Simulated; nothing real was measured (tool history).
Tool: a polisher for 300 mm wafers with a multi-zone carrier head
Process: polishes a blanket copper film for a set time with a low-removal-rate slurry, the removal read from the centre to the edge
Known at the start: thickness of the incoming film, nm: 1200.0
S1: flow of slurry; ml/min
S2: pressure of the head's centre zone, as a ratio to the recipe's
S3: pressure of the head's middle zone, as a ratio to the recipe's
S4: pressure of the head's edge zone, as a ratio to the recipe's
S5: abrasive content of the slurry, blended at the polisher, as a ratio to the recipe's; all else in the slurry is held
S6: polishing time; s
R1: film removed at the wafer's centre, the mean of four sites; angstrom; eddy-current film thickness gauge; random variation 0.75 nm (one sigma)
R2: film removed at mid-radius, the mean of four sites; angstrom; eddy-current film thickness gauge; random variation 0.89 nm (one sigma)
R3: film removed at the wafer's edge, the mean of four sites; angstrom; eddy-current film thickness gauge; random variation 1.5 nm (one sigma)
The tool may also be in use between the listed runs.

run  hour   S1    S2    S3    S4    S5  S6      R1      R2      R3
  1   0.0  275  1.00  1.00  1.00  1.00  44  1094.6  1112.6  1082.0
  2   5.2  275  1.00  0.92  1.00  1.00  44  1079.3  1055.4  1077.5
  3  12.0  280  0.99  0.93  1.03  1.00  44  1095.8  1053.9  1089.4
  4  17.8  275  0.97  0.94  1.05  1.05  44  1066.5  1082.8  1142.1
     23.5  -- worn pad replaced by a new one
  5  23.5  275  0.97  0.99  1.05  1.05  44  1180.7  1237.3  1241.1
  6  28.7  265  0.96  0.98  1.05  1.05  44  1160.2  1192.1  1215.4
  7  35.8  275  0.95  0.97  1.05  1.05  44  1160.4  1197.6  1241.3

Forecast run 8:
  8  41.2  265  0.93  0.96  1.03  1.05  44   ?   ?   ?

Run 8 gave R1 1123.0 angstrom, R2 1176.2 angstrom, R3 1204.8 angstrom.
